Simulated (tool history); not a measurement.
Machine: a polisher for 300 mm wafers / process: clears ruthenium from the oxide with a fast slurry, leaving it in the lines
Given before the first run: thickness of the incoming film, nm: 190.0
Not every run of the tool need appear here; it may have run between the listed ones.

run,hour,flow of slurry (ml/min),pressure of the wafer on the pad (psi),speed of the pad under the wafer (cm/s),abrasive content of the slurry,overpolish time after the end point (s),time until the end point was called (s),dishing of a wide line in a test structure (Å)
1,0,130,3,128,1,17,34.406,704.84
2,5.2,145,3,128,1,17,33.435,731.49
3,6.5,130,2.9,128,1,14,36.519,588.15
4,11.3,120,2.9,126,1,12,37.004,490.87
5,15.8,110,2.9,124,1,10,39.173,415.39
# hour 24.7: head pressure recalibrated
6,24.7,110,2.9,124,1.15,10,32.543,454.29

What will run 7 give?
7,25.4,80,2.1,120,1.3,5,?,?

Run 7 produced time until the end point was called (s) 48.311, dishing of a wide line in a test structure (Å) 179.73.
